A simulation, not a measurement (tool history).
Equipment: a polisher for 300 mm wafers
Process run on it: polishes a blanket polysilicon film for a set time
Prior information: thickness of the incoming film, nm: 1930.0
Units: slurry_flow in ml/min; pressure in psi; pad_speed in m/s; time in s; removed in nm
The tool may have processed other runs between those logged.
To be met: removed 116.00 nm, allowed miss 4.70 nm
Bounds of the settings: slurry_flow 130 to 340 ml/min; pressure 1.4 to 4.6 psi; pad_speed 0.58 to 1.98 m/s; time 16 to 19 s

run  hour  slurry_flow  pressure  pad_speed  time  removed
  1   0.0          220       3.0       1.28    19   230.43
  2   7.6          260       3.0       1.28    19   238.15
  3  15.1          260       3.0       1.28    16   201.75
  4  17.1          295       3.0       1.28    16   200.57
  5  18.9          295       2.5       1.26    16   166.58
  6  22.7          295       2.2       1.26    16   147.02
  7  31.1          295       2.0       1.26    16   133.35
  8  32.8          290       1.6       1.26    16   111.24

Of the 5 settings listed for the next run, only one would bring every result within its allowed miss of target. Which one?
  A  34.5          275       2.0       1.10    16        ?
  B  34.5          255       1.4       1.38    16        ?
  C  34.5          300       2.0       0.82    18        ?
  D  34.5          310       1.7       1.08    16        ?
  E  34.5          265       1.7       1.18    16        ?

move  removed
   A   117.60
   B   103.76
   C   100.55
   D   100.00
   E   107.45
A: all results land within tolerance of their targets
B: the biggest miss grows against the last run
C: the biggest miss grows against the last run
D: the biggest miss grows against the last run
E: the biggest miss grows against the last run
The right move is A.
